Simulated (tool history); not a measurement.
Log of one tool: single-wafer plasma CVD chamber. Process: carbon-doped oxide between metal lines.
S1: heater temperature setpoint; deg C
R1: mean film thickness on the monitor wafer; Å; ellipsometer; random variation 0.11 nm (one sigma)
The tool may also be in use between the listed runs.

Run 1, day 0.000: S1 360 deg C, chamber pressure (Torr) 4.33, RF power (W) 480, deposition time (s) 8.19. Result: R1 389.14 Å.
Run 2, day 0.300: S1 360 deg C, chamber pressure (Torr) 4.83, RF power (W) 480, deposition time (s) 8.19. Result: R1 398.90 Å.
Run 3, day 0.608: S1 360 deg C, chamber pressure (Torr) 4.83, RF power (W) 480, deposition time (s) 7.81. Result: R1 376.33 Å.
Run 4, day 0.742: S1 363 deg C, chamber pressure (Torr) 4.49, RF power (W) 470, deposition time (s) 7.81. Result: R1 362.39 Å.
Run 5, day 1.096: S1 363 deg C, chamber pressure (Torr) 4.49, RF power (W) 500, deposition time (s) 7.81. Result: R1 383.03 Å.
Run 6, day 1.362: S1 366 deg C, chamber pressure (Torr) 4.15, RF power (W) 495, deposition time (s) 7.81. Result: R1 373.70 Å.
Run 7, day 1.433: S1 369 deg C, chamber pressure (Torr) 3.89, RF power (W) 485, deposition time (s) 7.81. Result: R1 362.97 Å.
Run 8, day 1.696: S1 371 deg C, chamber pressure (Torr) 3.69, RF power (W) 475, deposition time (s) 7.81. Result: R1 350.72 Å.

The next listed run, before its measurement:
Run 9, day 1.879: S1 373 deg C, chamber pressure (Torr) 3.50, RF power (W) 475, deposition time (s) 7.81. Result: R1 ?.

{"run 9": {"R1": 346.6}}

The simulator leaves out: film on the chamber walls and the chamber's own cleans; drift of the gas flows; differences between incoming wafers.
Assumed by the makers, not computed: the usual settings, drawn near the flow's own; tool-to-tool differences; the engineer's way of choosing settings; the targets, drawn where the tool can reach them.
